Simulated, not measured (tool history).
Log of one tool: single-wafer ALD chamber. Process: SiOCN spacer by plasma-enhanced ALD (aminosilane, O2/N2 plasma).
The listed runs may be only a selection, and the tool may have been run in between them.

run	hour	heater temperature setpoint (°C)	number of ALD cycles (cycles)	mean film thickness on the monitor wafer (angstrom)
1	0.0	405	41	23.982
2	4.6	401	41	24.331
3	6.7	401	43	25.438
4	13.4	407	43	24.994
5	21.0	401	43	25.399
6	23.4	404	41	24.100

Run 7 has not been measured yet. What should we expect?
7	30.5	407	40	?

Run 7 measured mean film thickness on the monitor wafer (angstrom) 23.237.

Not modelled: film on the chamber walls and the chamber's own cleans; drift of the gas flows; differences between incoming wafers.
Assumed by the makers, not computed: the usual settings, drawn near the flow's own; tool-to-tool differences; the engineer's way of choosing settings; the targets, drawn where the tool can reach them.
